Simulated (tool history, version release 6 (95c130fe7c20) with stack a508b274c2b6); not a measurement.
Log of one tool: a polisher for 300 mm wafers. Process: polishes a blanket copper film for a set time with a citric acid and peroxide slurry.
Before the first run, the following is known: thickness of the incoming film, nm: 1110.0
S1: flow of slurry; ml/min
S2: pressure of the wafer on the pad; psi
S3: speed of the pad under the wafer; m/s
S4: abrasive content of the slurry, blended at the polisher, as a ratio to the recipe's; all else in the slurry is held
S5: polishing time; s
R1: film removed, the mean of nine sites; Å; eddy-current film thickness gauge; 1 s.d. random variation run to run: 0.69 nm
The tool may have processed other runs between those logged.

Run 1, hour 0.0: S1 170 ml/min, S2 2.5 psi, S3 0.94 m/s, S4 1.0, S5 48 s. Result: R1 1102.70 Å.
Run 2, hour 5.7: S1 170 ml/min, S2 2.5 psi, S3 0.94 m/s, S4 1.0, S5 48 s. Result: R1 1123.50 Å.
Run 3, hour 8.5: S1 170 ml/min, S2 1.9 psi, S3 0.94 m/s, S4 1.0, S5 48 s. Result: R1 844.26 Å.
Run 4, hour 13.0: S1 170 ml/min, S2 1.8 psi, S3 0.94 m/s, S4 1.0, S5 48 s. Result: R1 826.72 Å.
Run 5, hour 16.9: S1 170 ml/min, S2 1.7 psi, S3 0.94 m/s, S4 1.0, S5 48 s. Result: R1 772.43 Å.
Run 6, hour 21.2: S1 170 ml/min, S2 1.7 psi, S3 0.76 m/s, S4 1.0, S5 48 s. Result: R1 686.44 Å.
Run 7, hour 29.7: S1 160 ml/min, S2 1.3 psi, S3 0.76 m/s, S4 1.0, S5 48 s. Result: R1 533.36 Å.

Run 8 is up next; what results do you expect?
Run 8, hour 36.6: S1 165 ml/min, S2 1.3 psi, S3 0.76 m/s, S4 1.0, S5 48 s. Result: R1 ?.

Logged for run 8: R1 536.66 Å.
